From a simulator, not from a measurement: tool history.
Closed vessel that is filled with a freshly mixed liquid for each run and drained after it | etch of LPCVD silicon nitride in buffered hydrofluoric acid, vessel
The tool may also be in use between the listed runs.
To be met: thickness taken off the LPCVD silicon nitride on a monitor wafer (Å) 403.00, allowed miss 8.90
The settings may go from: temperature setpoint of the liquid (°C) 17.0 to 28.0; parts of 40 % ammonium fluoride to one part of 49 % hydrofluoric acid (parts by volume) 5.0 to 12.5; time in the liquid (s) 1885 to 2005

| run | hour | temperature setpoint of the liquid (°C) | parts of 40 % ammonium fluoride to one part of 49 % hydrofluoric acid (parts by volume) | time in the liquid (s) | thickness taken off the LPCVD silicon nitride on a monitor wafer (Å) |
|---|---|---|---|---|---|
| 1 | 0.0 | 20.0 | 7.5 | 1885 | 327.25 |
| 2 | 1.9 | 20.0 | 9.5 | 1885 | 258.85 |
| 3 | 5.5 | 17.5 | 9.5 | 1885 | 225.64 |
| 4 | 13.4 | 19.0 | 9.5 | 1885 | 247.71 |
| 5 | 20.3 | 20.0 | 9.5 | 1885 | 260.44 |
| 6 | 25.3 | 21.0 | 9.5 | 1885 | 274.71 |
| 7 | 32.7 | 21.5 | 9.5 | 1885 | 284.71 |
| 8 | 37.8 | 22.0 | 9.5 | 1885 | 290.37 |
| 9 | 41.3 | 22.5 | 9.5 | 1885 | 299.09 |
| 10 | 48.6 | 23.0 | 9.5 | 1885 | 306.84 |
| 11 | 49.7 | 23.0 | 9.5 | 1885 | 305.31 |
| 12 | 57.5 | 23.5 | 9.5 | 1885 | 316.28 |
| 13 | 65.2 | 24.0 | 9.5 | 1885 | 324.48 |
| 14 | 71.5 | 24.5 | 9.5 | 1885 | 332.37 |
| 15 | 74.9 | 25.0 | 9.5 | 1885 | 340.65 |

4 next moves are on the table. One of them brings every result within its allowed miss. Which?
| A | 78.3 | 25.0 | 9.5 | 1955 | ? |
| B | 78.3 | 26.5 | 8.5 | 1960 | ? |
| C | 78.3 | 26.0 | 10.5 | 2005 | ? |
| D | 78.3 | 26.5 | 9.0 | 1965 | ? |

| move | thickness taken off the LPCVD silicon nitride on a monitor wafer (Å) |
|---|---|
| A | 353.00 |
| B | 422.34 |
| C | 352.82 |
| D | 397.95 |
A: nearer than the last run, and not there yet
B: takes the result that was furthest off past its target
C: nearer than the last run, and not there yet
D: meets every target
Move D is the one to make.
